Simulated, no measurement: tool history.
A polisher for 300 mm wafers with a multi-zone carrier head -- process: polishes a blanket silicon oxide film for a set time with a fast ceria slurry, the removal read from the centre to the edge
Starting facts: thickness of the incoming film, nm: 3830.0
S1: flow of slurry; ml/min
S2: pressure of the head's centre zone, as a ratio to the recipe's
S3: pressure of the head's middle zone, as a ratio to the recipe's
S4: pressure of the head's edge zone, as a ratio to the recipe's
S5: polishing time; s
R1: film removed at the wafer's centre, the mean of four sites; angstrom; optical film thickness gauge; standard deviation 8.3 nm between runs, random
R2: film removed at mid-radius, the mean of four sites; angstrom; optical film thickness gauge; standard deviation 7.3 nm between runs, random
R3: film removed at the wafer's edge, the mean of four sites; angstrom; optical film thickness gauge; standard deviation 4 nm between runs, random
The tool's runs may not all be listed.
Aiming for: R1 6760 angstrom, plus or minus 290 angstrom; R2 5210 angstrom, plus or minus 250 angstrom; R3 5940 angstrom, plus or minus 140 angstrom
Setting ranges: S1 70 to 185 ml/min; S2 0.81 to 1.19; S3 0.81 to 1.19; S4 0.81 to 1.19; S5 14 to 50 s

| run | hour | S1 | S2 | S3 | S4 | S5 | R1 | R2 | R3 |
|---|---|---|---|---|---|---|---|---|---|
| 1 | 0 | 120 | 1 | 1 | 1 | 32 | 4150.8 | 4039.2 | 4087.4 |
| 2 | 4.4 | 120 | 1 | 1 | 0.96 | 32 | 4136.1 | 4135.1 | 4002.7 |
| 3 | 5.7 | 120 | 1 | 1 | 1.04 | 32 | 4191.8 | 4025.6 | 4136.9 |
| 4 | 12 | 120 | 1 | 1 | 1.04 | 26 | 3355.1 | 3334.8 | 3382.6 |
| 5 | 18.2 | 130 | 1.03 | 0.99 | 1.07 | 30 | 4084.7 | 3831.6 | 3980.3 |
| 6 | 21.4 | 140 | 1.06 | 0.97 | 1.1 | 33 | 4635.6 | 4264 | 4474.3 |
| 7 | 23.9 | 145 | 1.1 | 0.94 | 1.11 | 35 | 5260.6 | 4458.5 | 4800.8 |
| 8 | 27.2 | 145 | 1.1 | 0.94 | 1.11 | 35 | 5289.1 | 4526.4 | 4779.3 |

Next run, 5 choices. One meets every target within its allowed miss, the rest don't. Which?
| A | 30.5 | 125 | 1.08 | 0.81 | 1.19 | 46 | ? | ? | ? |
| B | 30.5 | 165 | 1.12 | 0.87 | 1.08 | 43 | ? | ? | ? |
| C | 30.5 | 140 | 1.16 | 0.82 | 1.13 | 46 | ? | ? | ? |
| D | 30.5 | 150 | 1.05 | 1 | 1.1 | 39 | ? | ? | ? |
| E | 30.5 | 130 | 1.18 | 0.81 | 1.16 | 43 | ? | ? | ? |

| move | R1 | R2 | R3 |
|---|---|---|---|
| A | 6560.5 | 5074.7 | 6369.5 |
| B | 6793.8 | 5327.9 | 5898 |
| C | 7258.9 | 5256.9 | 6313.2 |
| D | 5663.9 | 5333.6 | 5320.5 |
| E | 6775.3 | 4785.4 | 5913.5 |
A: takes the biggest miss from the last run beyond its target
B: all results in spec
C: takes the biggest miss from the last run beyond its target
D: closer than the last run, but not yet in spec
E: the furthest-off result lands on target, but another misses its tolerance
Answer: B

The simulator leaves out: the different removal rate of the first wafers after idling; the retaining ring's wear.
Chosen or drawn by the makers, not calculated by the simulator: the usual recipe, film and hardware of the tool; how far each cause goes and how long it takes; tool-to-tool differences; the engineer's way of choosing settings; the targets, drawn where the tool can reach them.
